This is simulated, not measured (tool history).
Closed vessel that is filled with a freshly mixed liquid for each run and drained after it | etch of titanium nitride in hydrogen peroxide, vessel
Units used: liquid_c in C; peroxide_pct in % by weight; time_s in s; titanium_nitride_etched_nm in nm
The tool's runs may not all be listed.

Run 1, hour 0: liquid_c 46 C, peroxide_pct 18.5 % by weight, time_s 145 s. Result: titanium_nitride_etched_nm 9.9549 nm.
Run 2, hour 9: liquid_c 46 C, peroxide_pct 15 % by weight, time_s 145 s. Result: titanium_nitride_etched_nm 9.222 nm.
Run 3, hour 17.5: liquid_c 47 C, peroxide_pct 15 % by weight, time_s 145 s. Result: titanium_nitride_etched_nm 10.192 nm.
Run 4, hour 25.3: liquid_c 47 C, peroxide_pct 15 % by weight, time_s 150 s. Result: titanium_nitride_etched_nm 10.213 nm.
Run 5, hour 30.7: liquid_c 47 C, peroxide_pct 13.5 % by weight, time_s 150 s. Result: titanium_nitride_etched_nm 10.105 nm.
Run 6, hour 33.4: liquid_c 47 C, peroxide_pct 15.5 % by weight, time_s 150 s. Result: titanium_nitride_etched_nm 10.409 nm.
Run 7, hour 40.9: liquid_c 48 C, peroxide_pct 15.5 % by weight, time_s 150 s. Result: titanium_nitride_etched_nm 11.338 nm.
Run 8, hour 45.8: liquid_c 49 C, peroxide_pct 15.5 % by weight, time_s 150 s. Result: titanium_nitride_etched_nm 12.318 nm.
Run 9, hour 55.1: liquid_c 49.5 C, peroxide_pct 15.5 % by weight, time_s 150 s. Result: titanium_nitride_etched_nm 12.601 nm.
Run 10, hour 60.9: liquid_c 50 C, peroxide_pct 15.5 % by weight, time_s 150 s. Result: titanium_nitride_etched_nm 12.89 nm.
Run 11, hour 69.8: liquid_c 50.5 C, peroxide_pct 15.5 % by weight, time_s 150 s. Result: titanium_nitride_etched_nm 13.494 nm.

Run 12 is up next; what results do you expect?
Run 12, hour 73.5: liquid_c 51 C, peroxide_pct 15.5 % by weight, time_s 150 s. Result: titanium_nitride_etched_nm ?.

For run 12 the tool returned titanium_nitride_etched_nm 13.987 nm.
